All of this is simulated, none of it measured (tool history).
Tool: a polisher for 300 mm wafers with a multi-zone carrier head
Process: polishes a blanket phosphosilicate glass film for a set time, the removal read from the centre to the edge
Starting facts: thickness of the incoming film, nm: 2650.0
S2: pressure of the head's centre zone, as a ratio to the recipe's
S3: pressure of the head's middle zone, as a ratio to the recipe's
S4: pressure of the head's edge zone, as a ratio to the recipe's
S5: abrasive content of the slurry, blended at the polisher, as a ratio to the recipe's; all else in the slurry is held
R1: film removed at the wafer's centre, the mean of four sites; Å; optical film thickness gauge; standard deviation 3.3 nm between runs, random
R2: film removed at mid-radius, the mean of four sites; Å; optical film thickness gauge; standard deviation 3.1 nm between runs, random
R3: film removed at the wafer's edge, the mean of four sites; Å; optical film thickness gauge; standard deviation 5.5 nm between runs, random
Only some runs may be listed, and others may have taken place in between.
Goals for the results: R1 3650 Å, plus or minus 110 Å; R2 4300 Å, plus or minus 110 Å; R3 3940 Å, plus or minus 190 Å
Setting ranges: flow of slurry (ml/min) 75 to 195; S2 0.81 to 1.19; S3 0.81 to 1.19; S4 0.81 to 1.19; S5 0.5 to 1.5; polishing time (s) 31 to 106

Run 1, hour 0: flow of slurry (ml/min) 125, S2 1, S3 1, S4 1, S5 1, polishing time (s) 68. Result: R1 3660.8 Å, R2 3594.7 Å, R3 3660.4 Å.
Run 2, hour 5: flow of slurry (ml/min) 130, S2 0.99, S3 1.01, S4 1, S5 1, polishing time (s) 68. Result: R1 3723.6 Å, R2 3736.1 Å, R3 3690.7 Å.
Run 3, hour 10.6: flow of slurry (ml/min) 130, S2 0.98, S3 1.02, S4 1, S5 1, polishing time (s) 68. Result: R1 3709.2 Å, R2 3763.5 Å, R3 3723.8 Å.
Run 4, hour 14.9: flow of slurry (ml/min) 130, S2 0.98, S3 1.02, S4 0.93, S5 1, polishing time (s) 68. Result: R1 3663.5 Å, R2 3715.1 Å, R3 3516.5 Å.
Run 5, hour 19.7: flow of slurry (ml/min) 130, S2 0.98, S3 1.02, S4 0.93, S5 1, polishing time (s) 51. Result: R1 2757.3 Å, R2 2768.9 Å, R3 2658.7 Å.
Run 6, hour 25.2: flow of slurry (ml/min) 135, S2 0.98, S3 1.04, S4 0.95, S5 1.05, polishing time (s) 51. Result: R1 2800.1 Å, R2 2902.7 Å, R3 2719.3 Å.
Run 7, hour 32: flow of slurry (ml/min) 140, S2 0.98, S3 1.05, S4 0.97, S5 1.1, polishing time (s) 51. Result: R1 2899.8 Å, R2 3031.2 Å, R3 2793.7 Å.
Run 8, hour 33.7: flow of slurry (ml/min) 140, S2 0.98, S3 1.05, S4 0.99, S5 1.15, polishing time (s) 52. Result: R1 2942.4 Å, R2 3091.4 Å, R3 2941.2 Å.
Run 9, hour 41.7: flow of slurry (ml/min) 145, S2 0.98, S3 1.06, S4 1.01, S5 1.2, polishing time (s) 52. Result: R1 3047.9 Å, R2 3182.8 Å, R3 3028.4 Å.
Run 10, hour 49.8: flow of slurry (ml/min) 150, S2 0.98, S3 1.07, S4 1.02, S5 1.25, polishing time (s) 53. Result: R1 3196.5 Å, R2 3268.1 Å, R3 3162.6 Å.
Run 11, hour 51.3: flow of slurry (ml/min) 150, S2 0.97, S3 1.08, S4 1.02, S5 1.3, polishing time (s) 54. Result: R1 3241.3 Å, R2 3445 Å, R3 3291.4 Å.
Run 12, hour 56.5: flow of slurry (ml/min) 185, S2 0.97, S3 1.18, S4 1.12, S5 1.5, polishing time (s) 54. Result: R1 3499 Å, R2 4035.2 Å, R3 3649.1 Å.

Of the 4 settings listed for the next run, only one would bring every result within its allowed miss of target. Which one?
Run A, hour 61.7: flow of slurry (ml/min) 160, S2 0.93, S3 1.01, S4 1.09, S5 1.5, polishing time (s) 59. Result: R1 ?, R2 ?, R3 ?.
Run B, hour 61.7: flow of slurry (ml/min) 140, S2 0.94, S3 1.17, S4 1.1, S5 1.4, polishing time (s) 63. Result: R1 ?, R2 ?, R3 ?.
Run C, hour 61.7: flow of slurry (ml/min) 195, S2 1.09, S3 1.18, S4 1.09, S5 1.5, polishing time (s) 52. Result: R1 ?, R2 ?, R3 ?.
Run D, hour 61.7: flow of slurry (ml/min) 155, S2 0.92, S3 1.02, S4 1.19, S5 1.3, polishing time (s) 60. Result: R1 ?, R2 ?, R3 ?.

move      R1      R2      R3
   A  3595.3  3760.4  3778.4
   B  3689.7  4348.4  3892.2
   C  3758.2  3911.8    3405
   D  3460.6  3684.5  3847.3
A: the biggest miss grows against the last run
B: every result within its allowed miss
C: the biggest miss grows against the last run
D: the biggest miss grows against the last run
Correct choice: B, which meets every target
